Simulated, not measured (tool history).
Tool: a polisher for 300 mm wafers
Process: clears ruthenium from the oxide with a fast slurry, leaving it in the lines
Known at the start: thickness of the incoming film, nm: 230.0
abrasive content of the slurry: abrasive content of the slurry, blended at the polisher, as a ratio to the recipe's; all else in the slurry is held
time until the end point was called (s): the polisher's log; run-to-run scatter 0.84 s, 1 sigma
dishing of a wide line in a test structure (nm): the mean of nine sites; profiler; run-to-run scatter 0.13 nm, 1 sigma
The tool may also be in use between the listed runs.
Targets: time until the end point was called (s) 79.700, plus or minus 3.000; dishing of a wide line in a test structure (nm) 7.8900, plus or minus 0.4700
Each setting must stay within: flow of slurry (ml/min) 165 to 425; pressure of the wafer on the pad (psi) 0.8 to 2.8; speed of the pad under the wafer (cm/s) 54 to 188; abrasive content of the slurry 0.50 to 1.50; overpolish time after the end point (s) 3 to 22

run,hour,flow of slurry (ml/min),pressure of the wafer on the pad (psi),speed of the pad under the wafer (cm/s),abrasive content of the slurry,overpolish time after the end point (s),time until the end point was called (s),dishing of a wide line in a test structure (nm)
1,0.0,275,1.8,120,1.00,11,58.631,35.7670
2,6.5,275,1.7,118,1.00,10,63.934,31.0010
3,11.5,305,1.7,118,1.00,10,63.587,32.1220
4,12.3,305,1.7,118,1.00,7,62.312,21.9510
5,15.9,305,1.7,146,1.00,7,51.742,26.5370
6,19.0,285,1.7,142,0.95,6,54.029,23.0590
7,27.9,270,1.6,136,1.00,6,59.118,20.2080
8,31.4,255,1.5,136,1.05,6,63.025,19.8290
9,33.8,245,1.5,134,0.95,6,64.217,18.4760
10,36.6,235,1.4,136,0.90,6,70.663,17.3650
11,44.6,225,1.4,136,0.85,6,73.146,16.5400
12,45.5,165,1.4,136,0.60,3,86.791,7.2046
13,51.9,170,1.4,136,0.60,3,86.915,7.2700
14,55.3,175,1.6,136,0.60,3,75.252,8.3448
15,59.3,170,1.6,136,0.60,3,76.027,8.3259

Consider the 5 candidate settings below. Which is the only one whose results all fall within their allowed miss of target?
A,63.3,165,1.9,134,0.50,3,?,?
B,63.3,255,1.8,124,0.50,3,?,?
C,63.3,170,1.7,136,0.60,3,?,?
D,63.3,165,1.7,146,0.50,3,?,?
E,63.3,190,1.5,136,0.60,3,?,?

move,time until the end point was called (s),dishing of a wide line in a test structure (nm)
A,70.127,9.2133
B,73.871,8.7554
C,72.121,8.9636
D,72.500,8.9178
E,79.786,8.1179
A: the biggest miss grows against the last run
B: the biggest miss grows against the last run
C: the biggest miss grows against the last run
D: the biggest miss grows against the last run
E: all results land within tolerance of their targets
E is the move that brings every result within its allowed miss.

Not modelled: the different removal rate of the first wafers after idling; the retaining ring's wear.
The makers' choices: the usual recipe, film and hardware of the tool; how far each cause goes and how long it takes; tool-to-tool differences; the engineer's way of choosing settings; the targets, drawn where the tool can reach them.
